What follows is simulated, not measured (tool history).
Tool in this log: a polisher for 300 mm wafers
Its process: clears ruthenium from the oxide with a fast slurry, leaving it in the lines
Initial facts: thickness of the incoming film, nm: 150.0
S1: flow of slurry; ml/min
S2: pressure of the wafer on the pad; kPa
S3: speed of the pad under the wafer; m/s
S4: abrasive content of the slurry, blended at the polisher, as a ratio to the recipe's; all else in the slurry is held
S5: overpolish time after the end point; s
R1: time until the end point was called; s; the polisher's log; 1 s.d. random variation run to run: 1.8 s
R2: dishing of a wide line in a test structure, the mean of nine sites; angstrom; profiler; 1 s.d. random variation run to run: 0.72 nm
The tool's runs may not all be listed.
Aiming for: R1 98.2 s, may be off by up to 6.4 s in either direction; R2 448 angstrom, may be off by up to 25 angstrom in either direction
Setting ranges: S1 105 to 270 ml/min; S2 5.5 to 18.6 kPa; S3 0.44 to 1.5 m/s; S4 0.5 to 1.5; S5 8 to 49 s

{"run": 1, "hour": 0.0, "S1": 175, "S2": 11.7, "S3": 0.96, "S4": 1, "S5": 25, "R1": 67.299, "R2": 420.9}
{"run": 2, "hour": 3.3, "S1": 175, "S2": 11.7, "S3": 0.82, "S4": 1, "S5": 25, "R1": 78.848, "R2": 362.07}
{"run": 3, "hour": 7.3, "S1": 175, "S2": 11, "S3": 0.82, "S4": 1, "S5": 27, "R1": 83.363, "R2": 369.58}
{"run": 4, "hour": 16.2, "S1": 175, "S2": 10.3, "S3": 0.82, "S4": 1, "S5": 29, "R1": 90.364, "R2": 383.77}
{"run": 5, "hour": 18.2, "S1": 175, "S2": 10.3, "S3": 0.82, "S4": 1, "S5": 25, "R1": 85.95, "R2": 324.81}
{"run": 6, "hour": 22.3, "S1": 175, "S2": 10.3, "S3": 0.82, "S4": 1, "S5": 27, "R1": 89.55, "R2": 352.05}
{"run": 7, "hour": 23.1, "S1": 175, "S2": 10.3, "S3": 0.82, "S4": 1, "S5": 29, "R1": 91.042, "R2": 381.75}
{"run": 8, "hour": 24.6, "S1": 175, "S2": 10.3, "S3": 0.82, "S4": 1, "S5": 30, "R1": 86.7, "R2": 384.57}
{"run": 9, "hour": 32.5, "S1": 175, "S2": 9.7, "S3": 0.82, "S4": 1, "S5": 32, "R1": 94.773, "R2": 384.67}
{"run": 10, "hour": 33.6, "S1": 175, "S2": 9.7, "S3": 0.82, "S4": 1, "S5": 33, "R1": 93.236, "R2": 397.21}
{"run": 11, "hour": 35.2, "S1": 175, "S2": 9.7, "S3": 0.82, "S4": 1, "S5": 34, "R1": 95.515, "R2": 410.72}
{"run": 12, "hour": 38.8, "S1": 175, "S2": 9.7, "S3": 0.82, "S4": 1, "S5": 35, "R1": 93.937, "R2": 418.22}

Next run, 4 choices. One meets every target within its allowed miss, the rest don't. Which?
{"run": "A", "hour": 42.4, "S1": 200, "S2": 10.3, "S3": 0.7, "S4": 1.1, "S5": 39, "R1": "?", "R2": "?"}
{"run": "B", "hour": 42.4, "S1": 185, "S2": 11.7, "S3": 0.6, "S4": 0.95, "S5": 34, "R1": "?", "R2": "?"}
{"run": "C", "hour": 42.4, "S1": 170, "S2": 9.7, "S3": 0.92, "S4": 1.1, "S5": 30, "R1": "?", "R2": "?"}
{"run": "D", "hour": 42.4, "S1": 175, "S2": 9.7, "S3": 0.84, "S4": 1, "S5": 32, "R1": "?", "R2": "?"}

move=A R1=96.989 R2=448.63
move=B R1=105.39 R2=366.59
move=C R1=81.473 R2=414.04
move=D R1=91.298 R2=395.74
A: every result lands within tolerance
B: lands further from the targets than the last run did
C: lands further from the targets than the last run did
D: lands further from the targets than the last run did
Correct choice: A, which meets every target
